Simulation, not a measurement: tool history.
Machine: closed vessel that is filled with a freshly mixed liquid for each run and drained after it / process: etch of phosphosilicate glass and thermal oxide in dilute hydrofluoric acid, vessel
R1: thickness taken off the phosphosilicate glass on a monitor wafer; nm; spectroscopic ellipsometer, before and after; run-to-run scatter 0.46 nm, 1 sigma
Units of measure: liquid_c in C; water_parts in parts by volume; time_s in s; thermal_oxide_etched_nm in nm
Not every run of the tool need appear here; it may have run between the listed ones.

{"run": 1, "day": 0.0, "liquid_c": 24.0, "water_parts": 190, "time_s": 60, "R1": 18.087, "thermal_oxide_etched_nm": 1.171}
{"run": 2, "day": 0.138, "liquid_c": 22.5, "water_parts": 190, "time_s": 60, "R1": 17.125, "thermal_oxide_etched_nm": 1.0707}
{"run": 3, "day": 0.179, "liquid_c": 23.5, "water_parts": 165, "time_s": 65, "R1": 22.704, "thermal_oxide_etched_nm": 1.4178}
{"run": 4, "day": 0.554, "liquid_c": 23.5, "water_parts": 165, "time_s": 55, "R1": 19.306, "thermal_oxide_etched_nm": 1.2204}
{"run": 5, "day": 0.904, "liquid_c": 25.0, "water_parts": 145, "time_s": 60, "R1": 25.848, "thermal_oxide_etched_nm": 1.5982}
{"run": 6, "day": 0.971, "liquid_c": 25.0, "water_parts": 145, "time_s": 85, "R1": 36.807, "thermal_oxide_etched_nm": 2.4331}
{"run": 7, "day": 1.183, "liquid_c": 26.0, "water_parts": 130, "time_s": 85, "R1": 43.248, "thermal_oxide_etched_nm": 2.6888}

What does the tool deliver on the next run?
{"run": 8, "day": 1.267, "liquid_c": 30.0, "water_parts": 55, "time_s": 85, "R1": "?", "thermal_oxide_etched_nm": "?"}

R1: 132.510 nm
thermal_oxide_etched_nm: 8.5546 nm
